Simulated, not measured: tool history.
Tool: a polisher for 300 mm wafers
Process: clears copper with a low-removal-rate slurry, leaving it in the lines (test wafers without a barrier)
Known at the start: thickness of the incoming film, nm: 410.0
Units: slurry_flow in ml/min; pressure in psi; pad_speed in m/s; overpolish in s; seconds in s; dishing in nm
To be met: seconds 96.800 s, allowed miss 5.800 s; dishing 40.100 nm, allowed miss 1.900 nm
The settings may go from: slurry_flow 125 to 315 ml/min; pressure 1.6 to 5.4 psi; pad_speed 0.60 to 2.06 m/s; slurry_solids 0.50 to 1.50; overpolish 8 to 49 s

Run 1, day 0.000: slurry_flow 205 ml/min, pressure 3.5 psi, pad_speed 1.32 m/s, slurry_solids 1.00, overpolish 25 s. Result: seconds 75.620 s, dishing 68.917 nm.
Run 2, day 0.329: slurry_flow 205 ml/min, pressure 3.5 psi, pad_speed 1.32 m/s, slurry_solids 1.00, overpolish 21 s. Result: seconds 75.738 s, dishing 60.933 nm.
Run 3, day 0.521: slurry_flow 170 ml/min, pressure 3.5 psi, pad_speed 1.32 m/s, slurry_solids 1.00, overpolish 21 s. Result: seconds 75.810 s, dishing 60.731 nm.
Run 4, day 0.796: slurry_flow 170 ml/min, pressure 3.3 psi, pad_speed 1.32 m/s, slurry_solids 1.00, overpolish 19 s. Result: seconds 82.831 s, dishing 54.374 nm.
Run 5, day 1.012: slurry_flow 170 ml/min, pressure 3.2 psi, pad_speed 1.32 m/s, slurry_solids 1.00, overpolish 17 s. Result: seconds 84.902 s, dishing 47.692 nm.
Run 6, day 1.158: slurry_flow 170 ml/min, pressure 3.1 psi, pad_speed 1.32 m/s, slurry_solids 1.00, overpolish 17 s. Result: seconds 90.009 s, dishing 46.326 nm.
Run 7, day 1.483: slurry_flow 170 ml/min, pressure 3.1 psi, pad_speed 1.32 m/s, slurry_solids 1.00, overpolish 16 s. Result: seconds 86.672 s, dishing 44.302 nm.
Run 8, day 1.633: slurry_flow 170 ml/min, pressure 3.1 psi, pad_speed 1.32 m/s, slurry_solids 1.00, overpolish 16 s. Result: seconds 86.272 s, dishing 45.865 nm.
Run 9, day 1.704: slurry_flow 170 ml/min, pressure 3.0 psi, pad_speed 1.32 m/s, slurry_solids 1.00, overpolish 16 s. Result: seconds 89.506 s, dishing 43.619 nm.
At day 2.033: head pressure recalibrated.
Run 10, day 2.033: slurry_flow 170 ml/min, pressure 2.9 psi, pad_speed 1.32 m/s, slurry_solids 1.00, overpolish 16 s. Result: seconds 88.403 s, dishing 45.457 nm.
Run 11, day 2.304: slurry_flow 170 ml/min, pressure 2.9 psi, pad_speed 1.32 m/s, slurry_solids 1.00, overpolish 16 s. Result: seconds 84.470 s, dishing 45.242 nm.

5 next moves are on the table. One of them brings every result within its allowed miss. Which?
Run A, day 2.575: slurry_flow 175 ml/min, pressure 2.6 psi, pad_speed 1.36 m/s, slurry_solids 0.95, overpolish 23 s. Result: seconds ?, dishing ?.
Run B, day 2.575: slurry_flow 165 ml/min, pressure 3.0 psi, pad_speed 1.16 m/s, slurry_solids 1.05, overpolish 19 s. Result: seconds ?, dishing ?.
Run C, day 2.575: slurry_flow 140 ml/min, pressure 2.5 psi, pad_speed 1.24 m/s, slurry_solids 1.15, overpolish 19 s. Result: seconds ?, dishing ?.
Run D, day 2.575: slurry_flow 130 ml/min, pressure 3.0 psi, pad_speed 1.14 m/s, slurry_solids 1.00, overpolish 16 s. Result: seconds ?, dishing ?.
Run E, day 2.575: slurry_flow 190 ml/min, pressure 4.2 psi, pad_speed 0.84 m/s, slurry_solids 0.60, overpolish 21 s. Result: seconds ?, dishing ?.

move  seconds  dishing
   A   97.583   54.381
   B   94.497   48.741
   C  105.970   44.102
   D  100.110   40.627
   E  103.410   49.988
A: further off than the last run
B: further off than the last run
C: nearer than the last run, and not there yet
D: meets every target
E: further off than the last run
The right move is D.

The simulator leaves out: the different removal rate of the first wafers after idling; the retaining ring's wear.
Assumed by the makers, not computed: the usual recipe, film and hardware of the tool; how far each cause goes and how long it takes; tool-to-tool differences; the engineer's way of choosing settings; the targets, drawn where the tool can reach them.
